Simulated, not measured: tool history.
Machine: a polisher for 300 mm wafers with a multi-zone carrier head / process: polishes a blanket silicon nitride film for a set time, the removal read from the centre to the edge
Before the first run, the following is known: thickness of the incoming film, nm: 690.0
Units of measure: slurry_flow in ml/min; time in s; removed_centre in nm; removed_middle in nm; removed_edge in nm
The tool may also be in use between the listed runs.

run	hour	slurry_flow	centre_zone	middle_zone	edge_zone	time	removed_centre	removed_middle	removed_edge
1	0	230	1	1	1	53	50.863	48.585	50.395
2	2	230	1	1	1.07	53	52.23	49.923	52.629
3	8.5	230	1	1.06	1.07	53	51.294	52.807	52.983
4	10.5	225	0.97	1.03	1.04	47	43.937	45.656	45.38
5	11.9	215	0.94	0.99	1.03	43	39.22	39.018	41.745
6	17.2	215	0.94	0.96	1.03	43	39.016	38.894	41.901
7	23.7	150	0.88	0.87	0.93	28	22.727	21.322	25.469
8	32.4	160	0.88	0.89	0.93	28	22.808	22.94	25.282
9	41.1	170	0.88	0.89	0.94	28	22.989	22.682	25.772
10	42.8	180	0.88	0.9	0.94	28	23.22	22.921	25.883

What does the tool deliver on the next run?
11	48.1	180	0.88	0.9	0.94	28	?	?	?

Run 11 came out at removed_centre 23.162 nm, removed_middle 23.342 nm, removed_edge 25.614 nm.

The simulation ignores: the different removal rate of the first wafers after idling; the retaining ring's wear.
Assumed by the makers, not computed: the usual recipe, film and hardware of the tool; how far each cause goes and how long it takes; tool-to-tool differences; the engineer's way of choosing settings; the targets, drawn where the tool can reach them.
